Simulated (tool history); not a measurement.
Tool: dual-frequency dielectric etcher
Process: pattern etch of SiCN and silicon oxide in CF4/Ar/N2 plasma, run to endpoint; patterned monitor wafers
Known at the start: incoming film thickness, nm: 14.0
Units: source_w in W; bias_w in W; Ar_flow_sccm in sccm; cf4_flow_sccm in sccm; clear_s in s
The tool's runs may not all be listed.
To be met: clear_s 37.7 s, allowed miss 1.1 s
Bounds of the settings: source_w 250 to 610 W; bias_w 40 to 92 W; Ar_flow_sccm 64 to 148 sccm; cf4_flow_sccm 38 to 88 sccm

run	hour	source_w	bias_w	Ar_flow_sccm	cf4_flow_sccm	clear_s
1	0	430	66	106	63	19.249
2	3.2	380	59	118	56	24.071
3	11.5	380	59	118	49	24.823
4	14	340	55	121	48	29.383
5	16.3	400	55	121	48	24.083
6	20.6	400	45	121	48	25.961
7	29.3	360	44	121	48	29.455
8	35.8	340	44	121	48	31.323
9	37.7	320	44	121	48	33.676
10	45.6	310	44	121	48	35.399

Which of these 5 next moves meets every target?
A	53.5	300	46	120	40	?
B	53.5	260	49	110	48	?
C	53.5	280	43	110	41	?
D	53.5	300	50	127	50	?
E	53.5	300	47	110	47	?

move	clear_s
A	37.699
B	41.815
C	40.939
D	35.39
E	35.232
A: meets every target
B: takes the result that was furthest off past its target
C: takes the result that was furthest off past its target
D: as far off as the last run
E: further off than the last run
The right move is A.
